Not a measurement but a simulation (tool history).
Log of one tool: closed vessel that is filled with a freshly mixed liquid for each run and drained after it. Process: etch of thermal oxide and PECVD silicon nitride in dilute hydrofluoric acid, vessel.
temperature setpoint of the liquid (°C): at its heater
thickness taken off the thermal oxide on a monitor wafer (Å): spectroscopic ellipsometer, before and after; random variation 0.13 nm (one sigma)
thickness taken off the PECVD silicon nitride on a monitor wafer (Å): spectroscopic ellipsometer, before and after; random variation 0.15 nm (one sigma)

| run | hour | temperature setpoint of the liquid (°C) | parts of water to one part of 49 % hydrofluoric acid (parts by volume) | time in the liquid (s) | thickness taken off the thermal oxide on a monitor wafer (Å) | thickness taken off the PECVD silicon nitride on a monitor wafer (Å) |
|---|---|---|---|---|---|---|
| 1 | 0 | 22 | 300 | 1800 | 233.73 | 272.48 |
| 2 | 3.2 | 22 | 300 | 1255 | 162.81 | 191.62 |
| 3 | 7.4 | 22 | 300 | 920 | 118.61 | 139.17 |
| 4 | 15.5 | 23.5 | 280 | 940 | 140.71 | 167.29 |
| 5 | 17.4 | 23.5 | 280 | 355 | 53.136 | 62.971 |
| 6 | 18.8 | 23.5 | 185 | 355 | 88.421 | 94.278 |
| 7 | 28.3 | 24.5 | 180 | 515 | 137.27 | 151.13 |
| 8 | 35.7 | 25.5 | 175 | 535 | 152.51 | 172.23 |
| 9 | 44.3 | 26.5 | 175 | 555 | 164.45 | 189.81 |
| 10 | 49.2 | 27 | 175 | 585 | 177.67 | 205.75 |
| 11 | 57.8 | 27.5 | 175 | 620 | 191.11 | 225.41 |
| 12 | 62.6 | 28 | 175 | 650 | 203.25 | 245.68 |
| 13 | 72.4 | 28.5 | 175 | 675 | 216.6 | 262.73 |
| 14 | 77.3 | 29 | 175 | 700 | 227.59 | 279.08 |
| 15 | 83.5 | 29 | 175 | 725 | 234.29 | 289.5 |
| 16 | 90.5 | 29 | 175 | 750 | 244.3 | 298.62 |
| 17 | 99.7 | 29 | 180 | 775 | 243.05 | 300.32 |
| 18 | 107.6 | 29 | 180 | 775 | 244.57 | 299.35 |

Forecast run 19:
| 19 | 113.2 | 29 | 185 | 795 | ? | ? |

{"run 19": {"thickness taken off the thermal oxide on a monitor wafer (Å)": 240.08, "thickness taken off the PECVD silicon nitride on a monitor wafer (Å)": 300.73}}

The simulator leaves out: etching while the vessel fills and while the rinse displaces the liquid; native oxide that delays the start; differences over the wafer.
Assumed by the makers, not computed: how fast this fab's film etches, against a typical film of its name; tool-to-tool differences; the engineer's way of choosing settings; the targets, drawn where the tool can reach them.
